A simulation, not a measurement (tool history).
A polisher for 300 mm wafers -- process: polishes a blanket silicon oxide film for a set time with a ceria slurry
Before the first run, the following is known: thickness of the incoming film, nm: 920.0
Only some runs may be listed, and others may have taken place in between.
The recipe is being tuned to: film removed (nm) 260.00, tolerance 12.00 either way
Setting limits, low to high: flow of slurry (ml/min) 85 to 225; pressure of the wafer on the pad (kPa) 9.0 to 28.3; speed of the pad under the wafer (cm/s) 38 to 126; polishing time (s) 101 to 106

run	hour	flow of slurry (ml/min)	pressure of the wafer on the pad (kPa)	speed of the pad under the wafer (cm/s)	polishing time (s)	film removed (nm)
1	0.0	145	18.6	82	101	336.82
2	6.8	145	17.2	82	101	320.25
3	8.4	120	17.2	82	101	316.46
4	16.1	120	15.9	82	101	304.11
5	24.4	120	14.5	82	101	285.69
6	26.4	120	16.5	82	101	307.98
7	31.5	120	15.2	82	101	286.22
8	32.5	120	14.5	82	101	285.77
9	36.5	120	13.8	82	101	271.81

Which of these 5 next moves meets every target?
A	40.5	155	17.2	64	106	?
B	40.5	120	14.5	80	106	?
C	40.5	120	12.4	90	101	?
D	40.5	170	16.5	70	101	?
E	40.5	135	12.4	82	101	?

move	film removed (nm)
A	274.29
B	287.23
C	278.24
D	280.17
E	261.03
A: its largest miss is bigger than the last run's
B: its largest miss is bigger than the last run's
C: its largest miss is bigger than the last run's
D: its largest miss is bigger than the last run's
E: each result inside its tolerance
E meets every target.
